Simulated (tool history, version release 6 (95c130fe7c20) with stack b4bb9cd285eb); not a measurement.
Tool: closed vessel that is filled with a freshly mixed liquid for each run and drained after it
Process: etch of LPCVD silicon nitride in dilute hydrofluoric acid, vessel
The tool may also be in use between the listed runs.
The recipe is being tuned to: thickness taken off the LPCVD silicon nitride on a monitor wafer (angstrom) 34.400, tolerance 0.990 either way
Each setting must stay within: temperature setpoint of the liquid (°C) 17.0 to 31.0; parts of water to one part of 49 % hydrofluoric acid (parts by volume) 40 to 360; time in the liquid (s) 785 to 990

run,hour,temperature setpoint of the liquid (°C),parts of water to one part of 49 % hydrofluoric acid (parts by volume),time in the liquid (s),thickness taken off the LPCVD silicon nitride on a monitor wafer (angstrom)
1,0.0,23.0,200,990,25.533
2,2.7,24.0,200,990,27.881
3,9.6,24.0,200,785,22.025
4,19.2,25.0,195,785,23.931
5,26.0,22.0,195,785,19.579
6,27.7,23.0,195,785,21.025
7,33.8,24.0,195,785,22.333
8,42.7,25.0,195,785,23.942
9,52.2,26.0,195,785,25.350
10,58.0,27.0,195,785,26.744
11,63.3,27.5,195,785,28.352
12,71.8,28.0,195,785,28.174
13,80.7,28.5,195,785,29.745
14,85.6,29.0,195,785,30.398
15,89.5,29.5,195,785,31.811
16,90.9,30.0,195,785,32.685

4 next moves are on the table. One of them brings every result within its allowed miss. Which?
A,92.3,30.0,215,990,?
B,92.3,31.0,220,950,?
C,92.3,31.0,250,930,?
D,92.3,29.0,200,910,?

move,thickness taken off the LPCVD silicon nitride on a monitor wafer (angstrom)
A,37.177
B,36.965
C,31.725
D,34.646
A: takes the biggest miss from the last run beyond its target
B: takes the biggest miss from the last run beyond its target
C: its largest miss is bigger than the last run's
D: each result inside its tolerance
Correct choice: D, which meets every target

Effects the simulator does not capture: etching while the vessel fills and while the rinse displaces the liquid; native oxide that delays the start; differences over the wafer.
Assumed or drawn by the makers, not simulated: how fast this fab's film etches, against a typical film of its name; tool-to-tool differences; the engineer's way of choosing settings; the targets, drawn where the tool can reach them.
